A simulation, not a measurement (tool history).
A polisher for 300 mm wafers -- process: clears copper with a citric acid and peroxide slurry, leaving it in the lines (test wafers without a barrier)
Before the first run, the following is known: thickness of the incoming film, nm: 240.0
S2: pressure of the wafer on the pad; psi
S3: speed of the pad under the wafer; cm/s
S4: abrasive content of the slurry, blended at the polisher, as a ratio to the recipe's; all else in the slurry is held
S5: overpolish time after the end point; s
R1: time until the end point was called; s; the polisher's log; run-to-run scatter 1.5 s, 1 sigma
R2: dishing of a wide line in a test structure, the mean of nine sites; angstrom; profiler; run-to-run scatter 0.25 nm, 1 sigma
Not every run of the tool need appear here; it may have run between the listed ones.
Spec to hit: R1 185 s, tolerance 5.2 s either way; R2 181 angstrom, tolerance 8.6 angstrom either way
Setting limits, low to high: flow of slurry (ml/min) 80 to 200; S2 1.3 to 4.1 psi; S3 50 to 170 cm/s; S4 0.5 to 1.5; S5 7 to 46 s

{"run": 1, "hour": 0.0, "flow of slurry (ml/min)": 130, "S2": 2.7, "S3": 110, "S4": 1, "S5": 24, "R1": 121.39, "R2": 306.31}
{"run": 2, "hour": 4.3, "flow of slurry (ml/min)": 115, "S2": 2.7, "S3": 110, "S4": 1, "S5": 24, "R1": 124.53, "R2": 310.87}
{"run": 3, "hour": 6.4, "flow of slurry (ml/min)": 115, "S2": 2.7, "S3": 110, "S4": 1, "S5": 32, "R1": 124.59, "R2": 403.42}
{"run": 4, "hour": 9.4, "flow of slurry (ml/min)": 115, "S2": 2.7, "S3": 110, "S4": 1, "S5": 23, "R1": 124.64, "R2": 303.68}
{"run": 5, "hour": 17.6, "flow of slurry (ml/min)": 115, "S2": 2.4, "S3": 110, "S4": 1, "S5": 22, "R1": 137.46, "R2": 258.83}
{"run": 6, "hour": 23.9, "flow of slurry (ml/min)": 110, "S2": 2.2, "S3": 110, "S4": 1, "S5": 22, "R1": 151.7, "R2": 237.39}
{"run": 7, "hour": 25.9, "flow of slurry (ml/min)": 110, "S2": 2.1, "S3": 110, "S4": 1, "S5": 21, "R1": 156.31, "R2": 219.78}
{"run": 8, "hour": 27.8, "flow of slurry (ml/min)": 105, "S2": 2, "S3": 110, "S4": 1, "S5": 21, "R1": 162.68, "R2": 214.02}
{"run": 9, "hour": 36.3, "flow of slurry (ml/min)": 95, "S2": 1.6, "S3": 110, "S4": 1, "S5": 19, "R1": 199.46, "R2": 155.06}
{"run": 10, "hour": 40.7, "flow of slurry (ml/min)": 100, "S2": 1.6, "S3": 110, "S4": 1, "S5": 20, "R1": 201.74, "R2": 167.26}
{"run": 11, "hour": 46.1, "flow of slurry (ml/min)": 110, "S2": 1.6, "S3": 110, "S4": 1, "S5": 20, "R1": 196.98, "R2": 170.33}
{"run": 12, "hour": 52.2, "flow of slurry (ml/min)": 115, "S2": 1.6, "S3": 110, "S4": 1, "S5": 20, "R1": 198.5, "R2": 166.2}

Exercise: of the 4 proposed moves below, exactly one satisfies all targets within the stated allowed misses. Which move is it?
{"run": "A", "hour": 58.3, "flow of slurry (ml/min)": 130, "S2": 1.6, "S3": 114, "S4": 1, "S5": 17, "R1": "?", "R2": "?"}
{"run": "B", "hour": 58.3, "flow of slurry (ml/min)": 145, "S2": 1.4, "S3": 120, "S4": 1.3, "S5": 20, "R1": "?", "R2": "?"}
{"run": "C", "hour": 58.3, "flow of slurry (ml/min)": 115, "S2": 2.1, "S3": 94, "S4": 0.85, "S5": 22, "R1": "?", "R2": "?"}
{"run": "D", "hour": 58.3, "flow of slurry (ml/min)": 130, "S2": 1.6, "S3": 106, "S4": 1.1, "S5": 24, "R1": "?", "R2": "?"}

move=A R1=189 R2=157.12
move=B R1=189.15 R2=181.85
move=C R1=186.27 R2=203.78
move=D R1=198.14 R2=206.84
A: brings the last run's worst result on target, with another outside its allowed miss
B: in spec on every target
C: brings the last run's worst result on target, with another outside its allowed miss
D: the biggest miss grows against the last run
Correct choice: B, which meets every target
